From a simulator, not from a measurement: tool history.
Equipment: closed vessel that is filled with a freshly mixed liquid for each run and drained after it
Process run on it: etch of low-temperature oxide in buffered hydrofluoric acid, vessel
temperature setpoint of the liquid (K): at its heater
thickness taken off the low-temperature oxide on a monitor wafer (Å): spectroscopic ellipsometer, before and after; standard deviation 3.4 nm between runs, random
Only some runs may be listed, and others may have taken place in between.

run,hour,temperature setpoint of the liquid (K),parts of 40 % ammonium fluoride to one part of 49 % hydrofluoric acid (parts by volume),time in the liquid (s),thickness taken off the low-temperature oxide on a monitor wafer (Å)
1,0.0,296.15,7.5,95,5716.7
2,6.4,299.65,7.5,95,6913.6
3,15.7,299.65,7.5,105,7631.8
4,24.8,301.65,7.5,105,8326.2
5,30.3,298.15,8.0,105,6470.3
6,33.8,298.15,8.0,95,5886.0

Run 7, settings as shown, results not yet in. Your forecast:
7,42.3,294.15,8.0,95,?

thickness taken off the low-temperature oxide on a monitor wafer (Å): 4765.3
